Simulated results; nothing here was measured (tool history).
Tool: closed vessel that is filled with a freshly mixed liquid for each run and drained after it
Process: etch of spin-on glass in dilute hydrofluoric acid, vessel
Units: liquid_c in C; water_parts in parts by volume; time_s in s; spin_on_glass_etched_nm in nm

Run 1, hour 0.0: liquid_c 22.0 C, water_parts 195 parts by volume, time_s 105 s. Result: spin_on_glass_etched_nm 22.425 nm.
Run 2, hour 7.4: liquid_c 22.0 C, water_parts 130 parts by volume, time_s 105 s. Result: spin_on_glass_etched_nm 36.135 nm.
Run 3, hour 10.4: liquid_c 21.0 C, water_parts 130 parts by volume, time_s 105 s. Result: spin_on_glass_etched_nm 34.113 nm.
Run 4, hour 15.2: liquid_c 21.0 C, water_parts 170 parts by volume, time_s 105 s. Result: spin_on_glass_etched_nm 25.462 nm.
Run 5, hour 18.1: liquid_c 21.0 C, water_parts 170 parts by volume, time_s 105 s. Result: spin_on_glass_etched_nm 25.378 nm.
Run 6, hour 22.3: liquid_c 23.5 C, water_parts 170 parts by volume, time_s 105 s. Result: spin_on_glass_etched_nm 27.650 nm.
Run 7, hour 28.8: liquid_c 23.5 C, water_parts 170 parts by volume, time_s 105 s. Result: spin_on_glass_etched_nm 27.877 nm.
Run 8, hour 36.1: liquid_c 24.5 C, water_parts 170 parts by volume, time_s 105 s. Result: spin_on_glass_etched_nm 28.958 nm.
Run 9, hour 43.0: liquid_c 25.5 C, water_parts 170 parts by volume, time_s 105 s. Result: spin_on_glass_etched_nm 30.205 nm.
Run 10, hour 49.7: liquid_c 25.5 C, water_parts 170 parts by volume, time_s 105 s. Result: spin_on_glass_etched_nm 30.065 nm.

Forecast run 11:
Run 11, hour 54.7: liquid_c 26.0 C, water_parts 170 parts by volume, time_s 105 s. Result: spin_on_glass_etched_nm ?.

{"run 11": {"spin_on_glass_etched_nm": 30.368}}

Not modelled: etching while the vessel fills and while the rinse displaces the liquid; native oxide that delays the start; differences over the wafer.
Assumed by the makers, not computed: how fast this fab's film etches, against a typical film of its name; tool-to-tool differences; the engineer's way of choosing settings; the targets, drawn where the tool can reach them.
